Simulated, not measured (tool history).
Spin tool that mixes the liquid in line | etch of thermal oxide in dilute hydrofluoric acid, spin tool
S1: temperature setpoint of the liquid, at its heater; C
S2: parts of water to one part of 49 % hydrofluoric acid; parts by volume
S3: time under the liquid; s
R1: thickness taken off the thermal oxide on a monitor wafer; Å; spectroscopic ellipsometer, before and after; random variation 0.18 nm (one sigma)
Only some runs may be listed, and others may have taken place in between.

run,hour,S1,S2,S3,R1
1,0.0,24.0,65,265,170.92
2,5.5,24.5,65,265,178.48
3,6.5,25.0,65,265,182.08
4,12.7,25.5,65,265,186.96
5,17.0,26.0,65,265,191.60
6,18.8,23.5,65,265,170.69
7,19.4,24.0,65,265,176.35
8,19.9,24.5,65,265,177.80
9,28.3,25.0,65,265,182.88

Run 10, settings as shown, results not yet in. Your forecast:
10,30.7,25.5,65,265,?

R1: 185.67 Å
